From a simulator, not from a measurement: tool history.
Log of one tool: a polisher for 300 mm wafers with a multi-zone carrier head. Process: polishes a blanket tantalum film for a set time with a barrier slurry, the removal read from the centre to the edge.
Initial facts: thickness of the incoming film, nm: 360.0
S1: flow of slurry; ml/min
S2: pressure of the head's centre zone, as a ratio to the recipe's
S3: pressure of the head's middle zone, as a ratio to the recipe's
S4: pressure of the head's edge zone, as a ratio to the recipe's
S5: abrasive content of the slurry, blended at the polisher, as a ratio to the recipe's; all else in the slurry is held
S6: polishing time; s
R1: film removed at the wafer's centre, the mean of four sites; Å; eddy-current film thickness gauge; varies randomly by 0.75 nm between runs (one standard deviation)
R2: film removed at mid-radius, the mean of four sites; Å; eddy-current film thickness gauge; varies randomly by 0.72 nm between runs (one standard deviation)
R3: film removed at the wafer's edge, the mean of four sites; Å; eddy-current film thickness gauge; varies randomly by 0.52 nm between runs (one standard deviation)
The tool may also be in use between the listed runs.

{"run": 1, "hour": 0.0, "S1": 255, "S2": 1, "S3": 1, "S4": 1, "S5": 1, "S6": 80, "R1": 1160.2, "R2": 1148.3, "R3": 1159.7}
{"run": 2, "hour": 4.1, "S1": 255, "S2": 1, "S3": 0.93, "S4": 1, "S5": 1, "S6": 80, "R1": 1150.1, "R2": 1096.2, "R3": 1175.9}
{"run": 3, "hour": 10.4, "S1": 315, "S2": 1, "S3": 0.93, "S4": 1, "S5": 1, "S6": 80, "R1": 1192.2, "R2": 1104.2, "R3": 1158.6}
{"run": 4, "hour": 16.9, "S1": 340, "S2": 0.95, "S3": 0.93, "S4": 0.94, "S5": 0.85, "S6": 67, "R1": 910.6, "R2": 873.98, "R3": 915.28}
{"run": 5, "hour": 24.8, "S1": 340, "S2": 0.95, "S3": 0.93, "S4": 0.94, "S5": 1.05, "S6": 67, "R1": 986.23, "R2": 936.58, "R3": 984.98}
{"run": 6, "hour": 29.6, "S1": 400, "S2": 0.95, "S3": 0.93, "S4": 0.94, "S5": 1.05, "S6": 67, "R1": 986.97, "R2": 970.33, "R3": 990.11}

Run 7, settings as shown, results not yet in. Your forecast:
{"run": 7, "hour": 32.4, "S1": 355, "S2": 0.94, "S3": 0.98, "S4": 0.9, "S5": 0.9, "S6": 58, "R1": "?", "R2": "?", "R3": "?"}

{"run 7": {"R1": 798.9, "R2": 823.53, "R3": 779.41}}

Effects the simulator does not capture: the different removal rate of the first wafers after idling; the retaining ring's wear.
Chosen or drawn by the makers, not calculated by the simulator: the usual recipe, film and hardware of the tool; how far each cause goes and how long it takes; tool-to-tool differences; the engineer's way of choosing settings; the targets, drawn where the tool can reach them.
